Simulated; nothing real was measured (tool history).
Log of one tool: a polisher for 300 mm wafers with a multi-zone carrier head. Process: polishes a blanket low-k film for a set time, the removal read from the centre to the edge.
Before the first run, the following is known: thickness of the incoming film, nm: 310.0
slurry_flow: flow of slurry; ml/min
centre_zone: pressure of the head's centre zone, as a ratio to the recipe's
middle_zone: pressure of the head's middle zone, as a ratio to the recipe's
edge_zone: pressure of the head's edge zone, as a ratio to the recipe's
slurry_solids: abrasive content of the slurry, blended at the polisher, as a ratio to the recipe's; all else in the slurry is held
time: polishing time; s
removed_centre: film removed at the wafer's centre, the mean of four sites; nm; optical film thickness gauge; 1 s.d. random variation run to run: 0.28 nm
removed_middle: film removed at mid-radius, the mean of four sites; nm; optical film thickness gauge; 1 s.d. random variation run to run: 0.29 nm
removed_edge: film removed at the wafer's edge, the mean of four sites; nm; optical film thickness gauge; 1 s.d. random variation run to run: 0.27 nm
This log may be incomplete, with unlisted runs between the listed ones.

run,day,slurry_flow,centre_zone,middle_zone,edge_zone,slurry_solids,time,removed_centre,removed_middle,removed_edge
1,0,160,1,1,1,1,84,29.698,31.694,31.098
2,0.221,155,0.99,0.98,0.99,0.95,84,28.241,29.988,29.64
3,0.283,150,0.97,0.96,0.98,0.9,84,26.875,28.126,29.058
4,0.35,150,1.01,0.96,0.98,0.9,84,28.035,28.389,28.653
5,0.508,145,0.99,0.95,0.97,0.85,84,25.837,27.067,27.854
6,0.562,145,0.99,0.87,0.97,0.85,84,26.034,25.289,27.356

What does the tool deliver on the next run?
# day 0.758: centre zone pressure recalibrated
7,0.758,120,0.89,0.83,0.91,0.6,83,?,?,?

{"run 7": {"removed_centre": 18.222, "removed_middle": 18.288, "removed_edge": 20.646}}

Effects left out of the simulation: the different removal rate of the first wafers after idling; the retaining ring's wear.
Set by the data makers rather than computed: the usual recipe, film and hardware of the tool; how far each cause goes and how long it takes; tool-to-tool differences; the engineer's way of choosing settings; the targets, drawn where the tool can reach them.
